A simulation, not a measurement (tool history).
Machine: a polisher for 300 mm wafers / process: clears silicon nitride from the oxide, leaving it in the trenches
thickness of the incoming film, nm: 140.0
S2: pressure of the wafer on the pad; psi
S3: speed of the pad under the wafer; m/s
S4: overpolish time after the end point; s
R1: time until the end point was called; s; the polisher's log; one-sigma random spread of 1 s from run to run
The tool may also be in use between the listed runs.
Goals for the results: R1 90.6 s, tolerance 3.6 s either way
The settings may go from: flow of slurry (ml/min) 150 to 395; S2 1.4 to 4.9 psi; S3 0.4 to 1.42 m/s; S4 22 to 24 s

Run 1, hour 0: flow of slurry (ml/min) 250, S2 3.1 psi, S3 0.9 m/s, S4 22 s. Result: R1 126.22 s.
Run 2, hour 6.7: flow of slurry (ml/min) 250, S2 3.4 psi, S3 0.9 m/s, S4 22 s. Result: R1 119.02 s.
Run 3, hour 12.8: flow of slurry (ml/min) 250, S2 3.9 psi, S3 0.9 m/s, S4 22 s. Result: R1 103.53 s.
Run 4, hour 15.6: flow of slurry (ml/min) 250, S2 4 psi, S3 0.9 m/s, S4 22 s. Result: R1 100.27 s.
Run 5, hour 19.9: flow of slurry (ml/min) 250, S2 4.1 psi, S3 0.9 m/s, S4 22 s. Result: R1 99.274 s.
Run 6, hour 21.4: flow of slurry (ml/min) 250, S2 4.1 psi, S3 0.9 m/s, S4 22 s. Result: R1 98.647 s.
Run 7, hour 28.1: flow of slurry (ml/min) 250, S2 4.2 psi, S3 0.9 m/s, S4 22 s. Result: R1 96.18 s.
Run 8, hour 35.3: flow of slurry (ml/min) 250, S2 4.3 psi, S3 0.9 m/s, S4 22 s. Result: R1 95.46 s.

Next run, 5 choices. One meets every target within its allowed miss, the rest don't. Which?
Run A, hour 42.5: flow of slurry (ml/min) 225, S2 4.1 psi, S3 0.88 m/s, S4 24 s. Result: R1 ?.
Run B, hour 42.5: flow of slurry (ml/min) 215, S2 4.7 psi, S3 0.78 m/s, S4 24 s. Result: R1 ?.
Run C, hour 42.5: flow of slurry (ml/min) 225, S2 4.4 psi, S3 0.84 m/s, S4 22 s. Result: R1 ?.
Run D, hour 42.5: flow of slurry (ml/min) 215, S2 4.1 psi, S3 1.02 m/s, S4 22 s. Result: R1 ?.
Run E, hour 42.5: flow of slurry (ml/min) 235, S2 4.1 psi, S3 0.92 m/s, S4 24 s. Result: R1 ?.

move      R1
   A  104.43
   B  103.89
   C  102.29
   D  90.978
   E  99.513
A: further off than the last run
B: further off than the last run
C: further off than the last run
D: meets every target
E: further off than the last run
D meets every target.

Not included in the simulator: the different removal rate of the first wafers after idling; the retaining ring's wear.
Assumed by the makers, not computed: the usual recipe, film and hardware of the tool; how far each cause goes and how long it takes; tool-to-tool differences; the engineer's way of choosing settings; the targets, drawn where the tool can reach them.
